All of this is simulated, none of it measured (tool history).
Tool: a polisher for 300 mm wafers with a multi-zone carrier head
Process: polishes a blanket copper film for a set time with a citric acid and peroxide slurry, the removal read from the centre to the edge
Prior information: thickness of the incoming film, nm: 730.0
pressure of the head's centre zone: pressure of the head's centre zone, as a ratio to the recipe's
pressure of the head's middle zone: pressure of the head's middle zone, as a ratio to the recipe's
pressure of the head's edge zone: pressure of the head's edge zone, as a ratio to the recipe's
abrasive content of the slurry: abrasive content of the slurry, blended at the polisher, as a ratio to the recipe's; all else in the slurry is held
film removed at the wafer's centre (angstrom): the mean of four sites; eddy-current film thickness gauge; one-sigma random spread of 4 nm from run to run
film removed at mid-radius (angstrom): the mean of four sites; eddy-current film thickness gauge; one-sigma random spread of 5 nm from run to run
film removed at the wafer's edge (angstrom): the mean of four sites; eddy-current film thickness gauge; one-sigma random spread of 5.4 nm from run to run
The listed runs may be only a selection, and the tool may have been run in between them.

| run | hour | flow of slurry (ml/min) | pressure of the head's centre zone | pressure of the head's middle zone | pressure of the head's edge zone | abrasive content of the slurry | polishing time (s) | film removed at the wafer's centre (angstrom) | film removed at mid-radius (angstrom) | film removed at the wafer's edge (angstrom) |
|---|---|---|---|---|---|---|---|---|---|---|
| 1 | 0 | 305 | 1 | 1 | 1 | 1 | 75 | 2837.4 | 2719 | 2829.7 |
| 2 | 5.8 | 310 | 1.03 | 1.04 | 1.03 | 1.15 | 79 | 3200.9 | 3112.6 | 3121.7 |
| 3 | 10.9 | 315 | 1.05 | 1.06 | 1.06 | 1.25 | 82 | 3431.8 | 3387.8 | 3361.6 |
| 4 | 16 | 315 | 1.05 | 1.06 | 1.06 | 1.25 | 63 | 2638.6 | 2615.1 | 2595 |
| 5 | 20.2 | 320 | 1.08 | 1.07 | 1.08 | 1.3 | 70 | 2981.1 | 2883.4 | 3016.5 |
| 6 | 21.7 | 325 | 1.11 | 1.1 | 1.06 | 1.35 | 75 | 3369.2 | 3263 | 3251.3 |
| 7 | 24.3 | 330 | 1.13 | 1.12 | 1.06 | 1.4 | 78 | 3558.5 | 3519.8 | 3330.9 |

Predict the results of run 8:
| 8 | 28.8 | 330 | 1.13 | 1.12 | 1.06 | 1.4 | 78 | ? | ? | ? |

film removed at the wafer's centre (angstrom): 3570.7
film removed at mid-radius (angstrom): 3487.1
film removed at the wafer's edge (angstrom): 3256.7

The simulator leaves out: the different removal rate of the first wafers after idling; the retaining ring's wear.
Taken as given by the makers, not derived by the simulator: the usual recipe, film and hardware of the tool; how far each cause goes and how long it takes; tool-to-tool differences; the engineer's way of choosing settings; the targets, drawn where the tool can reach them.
